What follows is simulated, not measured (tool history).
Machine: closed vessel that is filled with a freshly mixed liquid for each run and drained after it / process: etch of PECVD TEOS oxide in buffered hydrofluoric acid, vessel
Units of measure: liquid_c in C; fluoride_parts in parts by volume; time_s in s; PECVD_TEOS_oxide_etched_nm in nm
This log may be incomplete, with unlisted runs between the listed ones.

Run 1, day 0.000: liquid_c 22.0 C, fluoride_parts 17.5 parts by volume, time_s 85 s. Result: PECVD_TEOS_oxide_etched_nm 108.130 nm.
Run 2, day 0.033: liquid_c 19.5 C, fluoride_parts 17.5 parts by volume, time_s 85 s. Result: PECVD_TEOS_oxide_etched_nm 92.571 nm.
Run 3, day 0.192: liquid_c 21.0 C, fluoride_parts 17.0 parts by volume, time_s 85 s. Result: PECVD_TEOS_oxide_etched_nm 102.960 nm.
Run 4, day 0.288: liquid_c 22.5 C, fluoride_parts 16.5 parts by volume, time_s 85 s. Result: PECVD_TEOS_oxide_etched_nm 117.350 nm.
Run 5, day 0.546: liquid_c 22.5 C, fluoride_parts 16.5 parts by volume, time_s 85 s. Result: PECVD_TEOS_oxide_etched_nm 117.650 nm.
Run 6, day 0.871: liquid_c 23.5 C, fluoride_parts 16.5 parts by volume, time_s 85 s. Result: PECVD_TEOS_oxide_etched_nm 122.020 nm.

Expected results for the next run?
Run 7, day 1.175: liquid_c 23.5 C, fluoride_parts 16.5 parts by volume, time_s 85 s. Result: PECVD_TEOS_oxide_etched_nm ?.

Run 7 measured PECVD_TEOS_oxide_etched_nm 121.880 nm.
